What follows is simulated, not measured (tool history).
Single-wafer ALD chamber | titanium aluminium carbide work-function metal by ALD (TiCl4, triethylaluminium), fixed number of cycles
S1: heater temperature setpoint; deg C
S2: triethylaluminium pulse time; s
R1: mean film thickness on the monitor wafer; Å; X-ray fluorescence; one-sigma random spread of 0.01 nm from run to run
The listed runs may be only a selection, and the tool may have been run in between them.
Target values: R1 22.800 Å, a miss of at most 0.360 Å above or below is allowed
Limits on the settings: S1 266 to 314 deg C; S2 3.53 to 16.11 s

run 1 hour=0.0 | S1=290 S2=9.82 | R1=21.015
run 2 hour=4.4 | S1=294 S2=10.16 | R1=21.316
run 3 hour=13.3 | S1=298 S2=10.63 | R1=21.792
run 4 hour=18.4 | S1=298 S2=13.15 | R1=22.183
run 5 hour=26.7 | S1=298 S2=14.47 | R1=22.170
run 6 hour=29.2 | S1=298 S2=11.99 | R1=22.068
run 7 hour=34.9 | S1=300 S2=12.11 | R1=22.216
run 8 hour=39.0 | S1=302 S2=12.23 | R1=22.520

Which of these 4 next moves meets every target?
run A hour=43.1 | S1=301 S2=10.93 | R1=?
run B hour=43.1 | S1=297 S2=12.61 | R1=?
run C hour=43.1 | S1=298 S2=11.18 | R1=?
run D hour=43.1 | S1=305 S2=12.67 | R1=?

move=A R1=22.146
move=B R1=22.021
move=C R1=21.931
move=D R1=22.711
A: misses by more than the last run did
B: misses by more than the last run did
C: misses by more than the last run did
D: every result within its allowed miss
D is the move that brings every result within its allowed miss.
